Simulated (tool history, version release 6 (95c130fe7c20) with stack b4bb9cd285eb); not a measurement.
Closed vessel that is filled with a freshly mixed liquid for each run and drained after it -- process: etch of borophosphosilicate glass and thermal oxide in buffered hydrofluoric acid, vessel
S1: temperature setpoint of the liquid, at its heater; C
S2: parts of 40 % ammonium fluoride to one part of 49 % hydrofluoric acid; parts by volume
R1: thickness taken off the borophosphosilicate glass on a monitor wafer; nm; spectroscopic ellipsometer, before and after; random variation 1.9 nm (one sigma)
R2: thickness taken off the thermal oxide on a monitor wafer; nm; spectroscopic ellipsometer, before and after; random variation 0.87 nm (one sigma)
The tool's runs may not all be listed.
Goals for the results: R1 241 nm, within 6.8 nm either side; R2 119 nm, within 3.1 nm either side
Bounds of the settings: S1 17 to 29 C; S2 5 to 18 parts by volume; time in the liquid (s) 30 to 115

Run 1, hour 0: S1 21 C, S2 11 parts by volume, time in the liquid (s) 60. Result: R1 114.63 nm, R2 56.114 nm.
Run 2, hour 1.8: S1 22.5 C, S2 10 parts by volume, time in the liquid (s) 60. Result: R1 137.53 nm, R2 66.712 nm.
Run 3, hour 4.1: S1 22.5 C, S2 10 parts by volume, time in the liquid (s) 80. Result: R1 182.55 nm, R2 90.445 nm.
Run 4, hour 9.3: S1 20 C, S2 10 parts by volume, time in the liquid (s) 80. Result: R1 160.63 nm, R2 77.918 nm.
Run 5, hour 13.4: S1 21.5 C, S2 10 parts by volume, time in the liquid (s) 80. Result: R1 173.48 nm, R2 85.133 nm.
Run 6, hour 15.1: S1 23 C, S2 10 parts by volume, time in the liquid (s) 80. Result: R1 185.64 nm, R2 91.987 nm.
Run 7, hour 20: S1 24 C, S2 10 parts by volume, time in the liquid (s) 80. Result: R1 199.64 nm, R2 98.362 nm.
Run 8, hour 24: S1 24.5 C, S2 10 parts by volume, time in the liquid (s) 80. Result: R1 201.29 nm, R2 99.158 nm.
Run 9, hour 29.9: S1 25 C, S2 10 parts by volume, time in the liquid (s) 80. Result: R1 211.56 nm, R2 102.2 nm.
Run 10, hour 33.5: S1 25.5 C, S2 10 parts by volume, time in the liquid (s) 80. Result: R1 213.14 nm, R2 105.19 nm.
Run 11, hour 36.4: S1 26 C, S2 10 parts by volume, time in the liquid (s) 80. Result: R1 219.87 nm, R2 107.84 nm.
Run 12, hour 45.3: S1 26.5 C, S2 10 parts by volume, time in the liquid (s) 80. Result: R1 225.7 nm, R2 112.72 nm.
Run 13, hour 53.1: S1 27 C, S2 10 parts by volume, time in the liquid (s) 80. Result: R1 229.81 nm, R2 114.8 nm.

Exercise: of the 4 proposed moves below, exactly one satisfies all targets within the stated allowed misses. Which move is it?
Run A, hour 60.9: S1 26.5 C, S2 11 parts by volume, time in the liquid (s) 85. Result: R1 ?, R2 ?.
Run B, hour 60.9: S1 28.5 C, S2 10.5 parts by volume, time in the liquid (s) 80. Result: R1 ?, R2 ?.
Run C, hour 60.9: S1 17 C, S2 5 parts by volume, time in the liquid (s) 80. Result: R1 ?, R2 ?.
Run D, hour 60.9: S1 26 C, S2 10.5 parts by volume, time in the liquid (s) 85. Result: R1 ?, R2 ?.

move      R1      R2
   A  218.66  107.62
   B  239.38   117.9
   C  255.24  122.98
   D  222.86  109.62
A: further off than the last run
B: each result inside its tolerance
C: takes the result that was furthest off past its target
D: further off than the last run
Go with B: it meets all targets.
